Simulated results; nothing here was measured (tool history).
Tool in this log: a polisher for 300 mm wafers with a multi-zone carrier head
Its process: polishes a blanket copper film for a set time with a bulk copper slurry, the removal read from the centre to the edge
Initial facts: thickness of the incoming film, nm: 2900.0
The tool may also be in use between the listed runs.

| run | hour | flow of slurry (ml/min) | pressure of the head's centre zone | pressure of the head's middle zone | pressure of the head's edge zone | abrasive content of the slurry | polishing time (s) | film removed at the wafer's centre (nm) | film removed at mid-radius (nm) | film removed at the wafer's edge (nm) |
|---|---|---|---|---|---|---|---|---|---|---|
| 1 | 0 | 125 | 1 | 1 | 1 | 1 | 61 | 564.31 | 557.87 | 553 |
| 2 | 8 | 135 | 1 | 1 | 1.03 | 1 | 61 | 570.63 | 574.07 | 571.89 |
| 3 | 12.8 | 135 | 1 | 0.94 | 1.03 | 1 | 61 | 572.13 | 539.35 | 572.89 |
| 4 | 19.6 | 135 | 1 | 0.86 | 1.03 | 1 | 61 | 572.33 | 499.82 | 572.85 |
| 5 | 23.9 | 110 | 1 | 0.86 | 1.03 | 1 | 61 | 540.61 | 476.2 | 554.02 |
| 6 | 29 | 110 | 1 | 0.86 | 1.03 | 0.85 | 61 | 516.21 | 466.6 | 538.36 |
| 7 | 36.8 | 120 | 1 | 0.88 | 1.05 | 0.9 | 61 | 544.78 | 480.43 | 554.12 |
| 8 | 41.4 | 130 | 0.99 | 0.9 | 1.07 | 0.95 | 61 | 557.25 | 516.76 | 570.77 |
| 9 | 44 | 135 | 0.98 | 0.9 | 1.09 | 1 | 61 | 569.96 | 523.1 | 588.71 |
| 10 | 49.8 | 140 | 0.97 | 0.91 | 1.1 | 1 | 61 | 562.3 | 528.21 | 576.31 |
| 11 | 50.4 | 140 | 0.97 | 0.92 | 1.11 | 1.1 | 62 | 586.05 | 559.48 | 613.35 |

Predict the results of run 12:
| 12 | 57.1 | 145 | 0.97 | 0.92 | 1.12 | 1.1 | 62 | ? | ? | ? |

film removed at the wafer's centre (nm): 583.13
film removed at mid-radius (nm): 555.41
film removed at the wafer's edge (nm): 622.59
